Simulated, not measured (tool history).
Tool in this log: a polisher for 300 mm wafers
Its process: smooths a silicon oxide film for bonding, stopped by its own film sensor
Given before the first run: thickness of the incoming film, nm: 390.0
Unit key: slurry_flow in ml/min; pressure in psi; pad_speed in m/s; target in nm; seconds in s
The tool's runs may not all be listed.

run 1 hour=0.0 | slurry_flow=195 pressure=1.3 pad_speed=1.10 slurry_solids=1.0 target=312 | seconds=191.54
run 2 hour=3.6 | slurry_flow=195 pressure=1.3 pad_speed=1.10 slurry_solids=1.1 target=312 | seconds=183.22
run 3 hour=5.1 | slurry_flow=195 pressure=1.3 pad_speed=1.10 slurry_solids=1.1 target=308 | seconds=194.17
run 4 hour=7.4 | slurry_flow=195 pressure=1.3 pad_speed=1.10 slurry_solids=1.1 target=308 | seconds=191.27
run 5 hour=8.5 | slurry_flow=195 pressure=1.2 pad_speed=1.10 slurry_solids=1.1 target=308 | seconds=204.42
-- hour=9.1 worn pad replaced by a new one
run 6 hour=9.1 | slurry_flow=195 pressure=1.0 pad_speed=1.10 slurry_solids=1.1 target=308 | seconds=211.97

What does the tool deliver on the next run?
run 7 hour=14.9 | slurry_flow=195 pressure=0.9 pad_speed=1.04 slurry_solids=1.1 target=308 | seconds=?

Run 7 gave seconds 237.29 s.
